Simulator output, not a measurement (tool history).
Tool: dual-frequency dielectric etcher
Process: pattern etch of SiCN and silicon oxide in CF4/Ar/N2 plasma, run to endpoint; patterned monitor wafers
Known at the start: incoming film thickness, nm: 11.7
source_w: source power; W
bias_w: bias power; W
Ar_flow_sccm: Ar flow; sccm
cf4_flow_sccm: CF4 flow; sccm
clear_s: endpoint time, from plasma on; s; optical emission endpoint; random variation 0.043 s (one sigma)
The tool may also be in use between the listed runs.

run,day,source_w,bias_w,Ar_flow_sccm,cf4_flow_sccm,clear_s
1,0,560,84,102,69,11.151
2,0.312,560,94,102,69,10.626
3,0.354,580,94,102,69,10.323
4,0.65,580,94,102,77,10.182
5,0.946,590,94,102,77,9.9985
6,1.158,540,94,102,77,10.817
7,1.442,560,94,102,77,10.485
8,1.679,560,94,102,77,10.612

Forecast run 9:
9,1.879,670,95,102,77,?

clear_s: 9.0403 s
